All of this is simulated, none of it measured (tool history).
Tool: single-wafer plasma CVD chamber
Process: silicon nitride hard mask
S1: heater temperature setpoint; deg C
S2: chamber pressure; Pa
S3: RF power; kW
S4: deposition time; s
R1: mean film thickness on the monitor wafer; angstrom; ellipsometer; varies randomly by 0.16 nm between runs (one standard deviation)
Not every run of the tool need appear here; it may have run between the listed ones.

run,hour,S1,S2,S3,S4,R1
1,0.0,415,259,0.295,47.5,558.50
2,5.6,421,259,0.295,47.5,558.49
3,7.4,421,217,0.295,47.5,523.81
4,9.2,421,248,0.295,47.5,548.38
5,16.1,421,215,0.295,47.5,521.42
6,21.9,421,252,0.305,47.5,560.64
7,23.5,421,280,0.315,47.5,591.40
8,24.9,421,300,0.320,47.5,610.42
# hour 32.6: RF generator calibrated
9,32.6,421,300,0.320,47.5,624.57

Estimate the outcome of run 10 from the log above:
10,33.4,421,312,0.320,47.5,?

{"run 10": {"R1": 629.61}}
